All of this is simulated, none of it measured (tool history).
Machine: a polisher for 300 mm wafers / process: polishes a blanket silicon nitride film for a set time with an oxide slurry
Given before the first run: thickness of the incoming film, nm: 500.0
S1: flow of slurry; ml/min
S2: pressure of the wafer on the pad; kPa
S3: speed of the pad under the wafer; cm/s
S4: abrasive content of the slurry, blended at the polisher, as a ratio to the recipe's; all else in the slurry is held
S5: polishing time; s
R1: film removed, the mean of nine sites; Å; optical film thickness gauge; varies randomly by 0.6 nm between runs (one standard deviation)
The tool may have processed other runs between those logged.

| run | hour | S1 | S2 | S3 | S4 | S5 | R1 |
|---|---|---|---|---|---|---|---|
| 1 | 0 | 165 | 21.4 | 106 | 1 | 98 | 629.67 |
| 2 | 3.4 | 165 | 21.4 | 106 | 0.9 | 98 | 606.95 |
| 3 | 7.5 | 165 | 24.1 | 106 | 0.9 | 98 | 692.83 |
| 4 | 14.2 | 165 | 23.4 | 106 | 0.9 | 98 | 673.19 |
| 5 | 14.8 | 165 | 26.9 | 106 | 0.9 | 98 | 748.71 |
| 6 | 22.8 | 165 | 26.9 | 106 | 0.9 | 103 | 797.63 |
| 7 | 23.4 | 165 | 25.5 | 106 | 0.9 | 103 | 763.27 |
| 8 | 24.8 | 165 | 24.1 | 106 | 0.9 | 103 | 715.73 |
| 9 | 28.4 | 165 | 23.4 | 106 | 0.9 | 103 | 701.64 |
| 10 | 31.6 | 165 | 22.8 | 106 | 0.9 | 103 | 687.52 |
| 11 | 33.6 | 165 | 22.8 | 106 | 0.9 | 103 | 673.53 |
| 12 | 34.7 | 165 | 22.1 | 106 | 0.9 | 103 | 648.87 |
| 13 | 36.4 | 165 | 21.4 | 106 | 0.9 | 103 | 650.39 |

What will run 14 give?
| 14 | 41 | 165 | 20.7 | 106 | 0.9 | 103 | ? |

{"run 14": {"R1": 628.84}}

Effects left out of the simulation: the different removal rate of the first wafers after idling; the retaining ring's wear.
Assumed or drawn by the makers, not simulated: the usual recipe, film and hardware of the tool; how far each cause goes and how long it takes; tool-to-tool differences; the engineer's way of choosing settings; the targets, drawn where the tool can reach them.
